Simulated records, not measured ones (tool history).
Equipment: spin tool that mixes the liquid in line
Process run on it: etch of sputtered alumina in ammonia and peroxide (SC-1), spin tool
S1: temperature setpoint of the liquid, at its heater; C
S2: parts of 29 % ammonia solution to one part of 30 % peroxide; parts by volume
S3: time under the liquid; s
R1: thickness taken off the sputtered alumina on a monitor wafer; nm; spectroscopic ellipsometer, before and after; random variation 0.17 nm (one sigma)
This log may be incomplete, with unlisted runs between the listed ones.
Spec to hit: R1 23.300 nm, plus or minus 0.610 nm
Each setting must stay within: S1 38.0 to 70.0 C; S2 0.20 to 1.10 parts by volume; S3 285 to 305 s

Run 1, day 0.000: S1 54.0 C, S2 0.60 parts by volume, S3 285 s. Result: R1 11.943 nm.
Run 2, day 0.362: S1 54.0 C, S2 0.75 parts by volume, S3 285 s. Result: R1 12.197 nm.
Run 3, day 0.650: S1 55.5 C, S2 0.75 parts by volume, S3 285 s. Result: R1 13.353 nm.
Run 4, day 0.871: S1 55.5 C, S2 0.55 parts by volume, S3 285 s. Result: R1 12.802 nm.
Run 5, day 1.142: S1 55.5 C, S2 0.55 parts by volume, S3 285 s. Result: R1 12.842 nm.
Run 6, day 1.512: S1 55.5 C, S2 0.45 parts by volume, S3 285 s. Result: R1 12.495 nm.
Run 7, day 1.575: S1 57.0 C, S2 0.45 parts by volume, S3 285 s. Result: R1 13.524 nm.
At day 1.708: ammonia flow meter replaced.
Run 8, day 1.708: S1 58.0 C, S2 0.45 parts by volume, S3 285 s. Result: R1 14.340 nm.
Run 9, day 1.775: S1 66.0 C, S2 0.45 parts by volume, S3 285 s. Result: R1 21.501 nm.

Exactly one of the 4 candidate moves below puts every result within its allowed miss. Which one?
Run A, day 1.842: S1 66.5 C, S2 0.45 parts by volume, S3 285 s. Result: R1 ?.
Run B, day 1.842: S1 67.0 C, S2 0.70 parts by volume, S3 285 s. Result: R1 ?.
Run C, day 1.842: S1 65.0 C, S2 0.55 parts by volume, S3 285 s. Result: R1 ?.
Run D, day 1.842: S1 68.5 C, S2 0.20 parts by volume, S3 285 s. Result: R1 ?.

move      R1
   A  21.882
   B  23.378
   C  20.708
   D  22.349
A: nearer the targets than the last run, but a result is still out of spec
B: all results in spec
C: misses by more than the last run did
D: nearer the targets than the last run, but a result is still out of spec
B is the move that brings every result within its allowed miss.
